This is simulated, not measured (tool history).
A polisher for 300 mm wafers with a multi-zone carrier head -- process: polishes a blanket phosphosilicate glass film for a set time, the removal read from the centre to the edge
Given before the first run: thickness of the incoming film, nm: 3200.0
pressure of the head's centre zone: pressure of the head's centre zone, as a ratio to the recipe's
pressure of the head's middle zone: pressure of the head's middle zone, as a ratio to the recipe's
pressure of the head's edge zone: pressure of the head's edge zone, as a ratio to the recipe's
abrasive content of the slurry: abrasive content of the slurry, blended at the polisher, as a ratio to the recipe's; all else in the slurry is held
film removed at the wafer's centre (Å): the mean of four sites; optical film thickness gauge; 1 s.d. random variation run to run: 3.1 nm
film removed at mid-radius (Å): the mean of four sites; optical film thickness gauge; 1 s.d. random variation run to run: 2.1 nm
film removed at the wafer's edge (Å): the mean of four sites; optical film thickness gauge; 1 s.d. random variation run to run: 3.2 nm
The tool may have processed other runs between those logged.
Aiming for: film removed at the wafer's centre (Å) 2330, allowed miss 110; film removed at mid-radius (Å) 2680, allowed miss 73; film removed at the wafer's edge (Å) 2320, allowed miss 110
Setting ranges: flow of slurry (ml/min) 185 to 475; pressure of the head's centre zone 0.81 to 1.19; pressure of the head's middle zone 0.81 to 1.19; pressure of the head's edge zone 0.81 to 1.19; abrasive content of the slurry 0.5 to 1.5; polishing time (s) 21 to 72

run,hour,flow of slurry (ml/min),pressure of the head's centre zone,pressure of the head's middle zone,pressure of the head's edge zone,abrasive content of the slurry,polishing time (s),film removed at the wafer's centre (Å),film removed at mid-radius (Å),film removed at the wafer's edge (Å)
1,0,305,1,1,1,1,46,3858,3896.2,3968.1
2,8,305,1,1.03,1,1,46,3932.6,3946.5,3966.2
3,9.1,305,0.99,1.04,0.98,0.95,45,3528.8,3786.2,3648.5
4,14.3,305,0.99,1.04,1.05,0.95,45,3615.8,3819.4,3845.4
5,15.3,305,0.99,1.04,1.1,0.95,45,3689.4,3802,3878.9
6,18.4,265,0.99,1.04,1.1,0.95,45,3612.1,3746,3929.9
7,23.6,350,0.89,1.06,1,0.7,34,2177.6,2402,2355
8,28,350,0.89,1.06,1,0.7,34,2103.5,2397.2,2320.9
9,29.6,350,0.89,1.06,1,0.7,34,2181.8,2368.3,2351.9
10,32.9,350,0.9,1.07,1,0.7,34,2104.3,2425.8,2278.7
11,36.1,350,0.91,1.07,1,0.7,34,2158.1,2408.5,2362.7
12,43.3,390,0.96,1.17,0.9,0.7,34,2266.6,2585.8,2193.8
13,50.3,390,0.96,1.17,0.91,0.7,34,2241.1,2615.2,2226.6
14,58.9,390,0.98,1.17,0.93,0.7,34,2307,2578.5,2262.2

Which single option among these 5 for the next run brings every result within its allowed miss of target? Just one does.
A,67.5,475,0.99,0.98,1.14,0.6,39,?,?,?
B,67.5,400,1.03,1.02,1.01,0.75,32,?,?,?
C,67.5,435,0.94,1.1,0.81,0.5,45,?,?,?
D,67.5,475,1.02,1.11,0.95,0.7,33,?,?,?
E,67.5,410,0.96,1.16,0.91,0.7,35,?,?,?

move,film removed at the wafer's centre (Å),film removed at mid-radius (Å),film removed at the wafer's edge (Å)
A,2373.6,2366.6,2587
B,2336.9,2336.7,2344.6
C,2237.7,2494.5,2141.4
D,2309.1,2458.8,2252.8
E,2334.9,2666.2,2324.3
A: the biggest miss grows against the last run
B: the biggest miss grows against the last run
C: the biggest miss grows against the last run
D: the biggest miss grows against the last run
E: in spec on every target
Move E is the one to make.

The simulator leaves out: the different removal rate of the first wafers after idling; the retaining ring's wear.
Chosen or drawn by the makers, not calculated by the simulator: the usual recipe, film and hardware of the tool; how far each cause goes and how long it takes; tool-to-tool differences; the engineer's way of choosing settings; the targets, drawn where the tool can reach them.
